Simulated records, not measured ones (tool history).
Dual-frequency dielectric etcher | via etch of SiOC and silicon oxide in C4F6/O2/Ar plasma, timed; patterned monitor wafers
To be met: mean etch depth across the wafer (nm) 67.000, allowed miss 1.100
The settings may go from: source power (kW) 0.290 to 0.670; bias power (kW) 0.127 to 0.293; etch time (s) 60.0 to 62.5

run	hour	source power (kW)	bias power (kW)	etch time (s)	mean etch depth across the wafer (nm)
1	0.0	0.480	0.210	60.0	83.005
2	6.1	0.480	0.210	60.0	82.936
3	9.6	0.480	0.210	62.5	86.307
4	15.0	0.440	0.195	62.5	81.644
5	16.1	0.370	0.195	62.5	77.145
6	17.2	0.370	0.195	62.5	76.740
7	19.8	0.350	0.187	62.5	74.505
8	27.8	0.340	0.180	62.5	72.975
9	28.9	0.330	0.175	62.5	71.251
10	33.1	0.320	0.172	62.5	69.979
11	33.9	0.310	0.170	62.5	68.880
12	35.1	0.310	0.169	62.5	69.192
13	37.1	0.310	0.167	62.5	68.780
14	42.2	0.310	0.167	62.5	68.735
15	50.7	0.310	0.166	62.5	68.573

Which of these 4 next moves meets every target?
A	59.2	0.330	0.164	62.5	?
B	59.2	0.310	0.172	62.5	?
C	59.2	0.310	0.174	60.5	?
D	59.2	0.320	0.181	60.5	?

move	mean etch depth across the wafer (nm)
A	70.009
B	69.638
C	67.677
D	69.350
A: further off than the last run
B: further off than the last run
C: meets every target
D: further off than the last run
Answer: C
